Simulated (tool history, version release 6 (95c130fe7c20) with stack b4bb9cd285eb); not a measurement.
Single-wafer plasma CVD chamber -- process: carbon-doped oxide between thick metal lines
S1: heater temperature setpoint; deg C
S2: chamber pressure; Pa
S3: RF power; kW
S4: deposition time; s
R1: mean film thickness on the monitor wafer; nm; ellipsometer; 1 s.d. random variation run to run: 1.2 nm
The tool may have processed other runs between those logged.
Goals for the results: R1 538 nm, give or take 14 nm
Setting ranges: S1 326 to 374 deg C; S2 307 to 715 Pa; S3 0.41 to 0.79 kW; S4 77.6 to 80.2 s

{"run": 1, "hour": 0.0, "S1": 350, "S2": 511, "S3": 0.6, "S4": 77.6, "R1": 435.24}
{"run": 2, "hour": 1.9, "S1": 349, "S2": 525, "S3": 0.64, "S4": 78.1, "R1": 462.95}
{"run": 3, "hour": 4.9, "S1": 349, "S2": 525, "S3": 0.64, "S4": 77.6, "R1": 460.3}
{"run": 4, "hour": 8.6, "S1": 348, "S2": 547, "S3": 0.665, "S4": 77.8, "R1": 480.61}
{"run": 5, "hour": 13.0, "S1": 348, "S2": 485, "S3": 0.665, "S4": 77.8, "R1": 472.3}
{"run": 6, "hour": 16.4, "S1": 348, "S2": 421, "S3": 0.665, "S4": 77.8, "R1": 462.29}
{"run": 7, "hour": 18.9, "S1": 347, "S2": 443, "S3": 0.685, "S4": 78, "R1": 479.68}
{"run": 8, "hour": 26.6, "S1": 346, "S2": 460, "S3": 0.7, "S4": 78.1, "R1": 491.96}
{"run": 9, "hour": 31.3, "S1": 345, "S2": 475, "S3": 0.71, "S4": 78.2, "R1": 500.33}
{"run": 10, "hour": 32.0, "S1": 345, "S2": 485, "S3": 0.72, "S4": 78.3, "R1": 507.05}
{"run": 11, "hour": 39.7, "S1": 344, "S2": 493, "S3": 0.73, "S4": 78.4, "R1": 515.57}
{"hour": 46.8, "done": "RF generator calibrated"}
{"run": 12, "hour": 46.8, "S1": 344, "S2": 500, "S3": 0.735, "S4": 78.4, "R1": 555.06}

Next run, 4 choices. One meets every target within its allowed miss, the rest don't. Which?
{"run": "A", "hour": 53.9, "S1": 348, "S2": 541, "S3": 0.67, "S4": 77.7, "R1": "?"}
{"run": "B", "hour": 53.9, "S1": 338, "S2": 427, "S3": 0.67, "S4": 77.6, "R1": "?"}
{"run": "C", "hour": 53.9, "S1": 343, "S2": 473, "S3": 0.73, "S4": 77.6, "R1": "?"}
{"run": "D", "hour": 53.9, "S1": 349, "S2": 476, "S3": 0.68, "S4": 77.6, "R1": "?"}

move=A R1=514.52
move=B R1=509.36
move=C R1=544.2
move=D R1=509.09
A: takes the biggest miss from the last run beyond its target
B: takes the biggest miss from the last run beyond its target
C: in spec on every target
D: takes the biggest miss from the last run beyond its target
Answer: C
